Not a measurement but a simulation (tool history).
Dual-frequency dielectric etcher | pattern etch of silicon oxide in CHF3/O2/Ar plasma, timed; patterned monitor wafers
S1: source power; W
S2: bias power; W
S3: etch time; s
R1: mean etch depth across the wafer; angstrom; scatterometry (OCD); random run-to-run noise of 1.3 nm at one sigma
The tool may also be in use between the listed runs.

run 1 hour=0.0 | S1=580 S2=213 S3=235.5 | R1=5166.3
run 2 hour=1.8 | S1=530 S2=213 S3=235.5 | R1=5013.1
run 3 hour=10.1 | S1=530 S2=246 S3=235.5 | R1=5363.2
run 4 hour=17.7 | S1=610 S2=246 S3=235.5 | R1=5615.3
run 5 hour=24.2 | S1=580 S2=232 S3=232.5 | R1=5298.2
run 6 hour=28.9 | S1=560 S2=221 S3=230.5 | R1=5079.4
run 7 hour=37.6 | S1=540 S2=213 S3=229.0 | R1=4898.9
run 8 hour=45.4 | S1=520 S2=208 S3=228.5 | R1=4778.0
run 9 hour=51.4 | S1=500 S2=205 S3=228.0 | R1=4704.8

Run 10 comes next. What will it give?
run 10 hour=60.0 | S1=500 S2=205 S3=228.0 | R1=?

R1: 4675.4 angstrom
